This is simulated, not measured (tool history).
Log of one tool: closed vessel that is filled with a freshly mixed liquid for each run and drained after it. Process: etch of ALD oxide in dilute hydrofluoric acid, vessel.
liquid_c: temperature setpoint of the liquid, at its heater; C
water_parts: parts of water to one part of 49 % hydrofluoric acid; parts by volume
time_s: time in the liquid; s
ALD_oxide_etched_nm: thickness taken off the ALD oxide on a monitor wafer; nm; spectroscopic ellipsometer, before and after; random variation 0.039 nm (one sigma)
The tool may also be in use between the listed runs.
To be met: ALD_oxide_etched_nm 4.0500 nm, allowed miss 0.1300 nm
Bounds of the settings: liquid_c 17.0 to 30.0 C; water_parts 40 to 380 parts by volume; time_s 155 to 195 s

run 1 hour=0.0 | liquid_c=22.0 water_parts=210 time_s=195 | ALD_oxide_etched_nm=8.2844
run 2 hour=2.4 | liquid_c=21.0 water_parts=225 time_s=195 | ALD_oxide_etched_nm=7.3127
run 3 hour=5.5 | liquid_c=20.5 water_parts=240 time_s=195 | ALD_oxide_etched_nm=6.6303
run 4 hour=7.9 | liquid_c=20.0 water_parts=250 time_s=195 | ALD_oxide_etched_nm=6.1689
run 5 hour=15.7 | liquid_c=19.5 water_parts=260 time_s=195 | ALD_oxide_etched_nm=5.8362
run 6 hour=21.8 | liquid_c=19.5 water_parts=260 time_s=155 | ALD_oxide_etched_nm=4.6216
run 7 hour=25.2 | liquid_c=19.0 water_parts=260 time_s=155 | ALD_oxide_etched_nm=4.4885
run 8 hour=31.3 | liquid_c=18.5 water_parts=260 time_s=155 | ALD_oxide_etched_nm=4.4835
run 9 hour=32.7 | liquid_c=18.0 water_parts=260 time_s=155 | ALD_oxide_etched_nm=4.3470
run 10 hour=41.5 | liquid_c=17.5 water_parts=260 time_s=155 | ALD_oxide_etched_nm=4.2689

5 next moves are on the table. One of them brings every result within its allowed miss. Which?
run A hour=50.3 | liquid_c=21.0 water_parts=335 time_s=175 | ALD_oxide_etched_nm=?
run B hour=50.3 | liquid_c=21.5 water_parts=330 time_s=190 | ALD_oxide_etched_nm=?
run C hour=50.3 | liquid_c=17.0 water_parts=260 time_s=165 | ALD_oxide_etched_nm=?
run D hour=50.3 | liquid_c=19.0 water_parts=285 time_s=170 | ALD_oxide_etched_nm=?
run E hour=50.3 | liquid_c=17.0 water_parts=245 time_s=155 | ALD_oxide_etched_nm=?

move=A ALD_oxide_etched_nm=4.0034
move=B ALD_oxide_etched_nm=4.5112
move=C ALD_oxide_etched_nm=4.4488
move=D ALD_oxide_etched_nm=4.4251
move=E ALD_oxide_etched_nm=4.4890
A: meets every target
B: further off than the last run
C: further off than the last run
D: further off than the last run
E: further off than the last run
The right move is A.

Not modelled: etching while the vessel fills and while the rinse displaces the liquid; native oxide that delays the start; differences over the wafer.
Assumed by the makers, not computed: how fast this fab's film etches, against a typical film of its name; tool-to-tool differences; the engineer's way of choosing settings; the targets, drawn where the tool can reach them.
